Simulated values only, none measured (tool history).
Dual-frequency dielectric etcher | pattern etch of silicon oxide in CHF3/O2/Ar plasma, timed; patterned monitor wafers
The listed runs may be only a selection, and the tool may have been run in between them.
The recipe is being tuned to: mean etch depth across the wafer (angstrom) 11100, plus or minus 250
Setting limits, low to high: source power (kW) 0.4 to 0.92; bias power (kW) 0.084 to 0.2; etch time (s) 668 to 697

run,hour,source power (kW),bias power (kW),etch time (s),mean etch depth across the wafer (angstrom)
1,0,0.66,0.142,668,12632
2,3.3,0.61,0.139,668,12051
3,6.2,0.61,0.139,668,12073
4,13.1,0.58,0.138,668,11709
5,17.4,0.58,0.158,668,12649
6,23.5,0.58,0.172,668,13157
7,28.3,0.45,0.143,668,10723
8,31.8,0.46,0.143,668,10839
9,36.4,0.46,0.143,668,10765

Which one of the following 4 next-run settings gets every result inside its allowed miss? There is exactly one.
A,41,0.43,0.152,689.5,?
B,41,0.57,0.108,673,?
C,41,0.45,0.178,668,?
D,41,0.44,0.178,668,?

move,mean etch depth across the wafer (angstrom)
A,11215
B,10330
C,12012
D,11895
A: meets every target
B: lands further from the targets than the last run did
C: takes the biggest miss from the last run beyond its target
D: takes the biggest miss from the last run beyond its target
Go with A: it meets all targets.
